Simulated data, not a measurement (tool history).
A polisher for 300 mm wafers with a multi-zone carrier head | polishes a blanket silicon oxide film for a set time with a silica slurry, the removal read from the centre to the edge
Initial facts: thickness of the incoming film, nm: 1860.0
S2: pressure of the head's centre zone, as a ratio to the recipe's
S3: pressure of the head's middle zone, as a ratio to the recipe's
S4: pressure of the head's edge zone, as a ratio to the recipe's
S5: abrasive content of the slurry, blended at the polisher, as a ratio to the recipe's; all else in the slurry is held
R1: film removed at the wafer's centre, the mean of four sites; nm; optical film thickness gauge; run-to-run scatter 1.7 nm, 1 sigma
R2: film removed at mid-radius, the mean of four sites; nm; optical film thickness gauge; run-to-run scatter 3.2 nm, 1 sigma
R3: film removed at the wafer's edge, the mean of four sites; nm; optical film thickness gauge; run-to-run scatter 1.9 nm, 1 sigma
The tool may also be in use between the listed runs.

Run 1, day 0.000: flow of slurry (ml/min) 240, S2 1.00, S3 1.00, S4 1.00, S5 1.00, polishing time (s) 67. Result: R1 209.12 nm, R2 204.76 nm, R3 210.04 nm.
Run 2, day 0.112: flow of slurry (ml/min) 245, S2 1.00, S3 1.01, S4 1.03, S5 1.05, polishing time (s) 67. Result: R1 211.62 nm, R2 215.81 nm, R3 219.68 nm.
Run 3, day 0.167: flow of slurry (ml/min) 255, S2 1.01, S3 1.01, S4 1.05, S5 1.10, polishing time (s) 67. Result: R1 218.52 nm, R2 215.37 nm, R3 222.57 nm.
Run 4, day 0.338: flow of slurry (ml/min) 255, S2 1.01, S3 1.01, S4 1.05, S5 1.00, polishing time (s) 67. Result: R1 211.72 nm, R2 210.51 nm, R3 215.25 nm.
Run 5, day 0.692: flow of slurry (ml/min) 255, S2 1.01, S3 1.01, S4 1.05, S5 1.00, polishing time (s) 61. Result: R1 192.74 nm, R2 191.36 nm, R3 196.72 nm.
Run 6, day 0.908: flow of slurry (ml/min) 255, S2 0.98, S3 1.01, S4 1.05, S5 1.00, polishing time (s) 61. Result: R1 186.86 nm, R2 190.02 nm, R3 196.87 nm.
Run 7, day 1.196: flow of slurry (ml/min) 245, S2 0.98, S3 1.02, S4 1.06, S5 1.10, polishing time (s) 62. Result: R1 197.69 nm, R2 204.83 nm, R3 210.44 nm.
Run 8, day 1.346: flow of slurry (ml/min) 265, S2 0.99, S3 1.07, S4 1.16, S5 1.35, polishing time (s) 63. Result: R1 216.83 nm, R2 228.45 nm, R3 236.41 nm.
Run 9, day 1.521: flow of slurry (ml/min) 265, S2 0.99, S3 1.07, S4 1.16, S5 1.35, polishing time (s) 64. Result: R1 223.32 nm, R2 234.62 nm, R3 240.09 nm.
Run 10, day 1.542: flow of slurry (ml/min) 265, S2 0.98, S3 1.07, S4 1.16, S5 1.35, polishing time (s) 65. Result: R1 226.66 nm, R2 238.34 nm, R3 248.80 nm.
Run 11, day 1.812: flow of slurry (ml/min) 270, S2 0.98, S3 1.08, S4 1.16, S5 1.35, polishing time (s) 65. Result: R1 224.00 nm, R2 238.11 nm, R3 247.16 nm.

Run 12, settings as shown, results not yet in. Your forecast:
Run 12, day 1.971: flow of slurry (ml/min) 275, S2 0.98, S3 1.09, S4 1.16, S5 1.35, polishing time (s) 65. Result: R1 ?, R2 ?, R3 ?.

{"run 12": {"R1": 225.0, "R2": 239.63, "R3": 248.79}}

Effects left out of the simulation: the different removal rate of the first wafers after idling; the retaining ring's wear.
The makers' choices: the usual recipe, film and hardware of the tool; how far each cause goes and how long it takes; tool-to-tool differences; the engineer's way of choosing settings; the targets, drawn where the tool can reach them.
